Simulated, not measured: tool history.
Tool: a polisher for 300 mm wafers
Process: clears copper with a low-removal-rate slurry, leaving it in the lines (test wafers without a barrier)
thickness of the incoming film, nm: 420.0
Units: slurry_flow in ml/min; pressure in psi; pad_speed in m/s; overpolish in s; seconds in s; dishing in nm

run	hour	slurry_flow	pressure	pad_speed	slurry_solids	overpolish	seconds	dishing
1	0.0	230	2.3	1.32	1.00	24	153.820	45.931
2	2.8	230	2.3	1.32	1.00	15	147.770	28.678
3	11.8	195	2.3	1.32	1.00	15	146.270	29.875
4	19.6	160	2.3	1.32	1.00	15	157.030	29.731
5	27.4	160	2.3	1.32	1.00	20	153.950	37.211
6	28.0	160	2.5	1.38	1.00	22	141.390	44.216
7	30.6	165	3.1	1.68	1.05	30	94.631	80.499

The next listed run, before its measurement:
8	32.1	165	3.2	1.68	1.05	31	?	?

Run 8 gave seconds 89.911 s, dishing 82.589 nm.
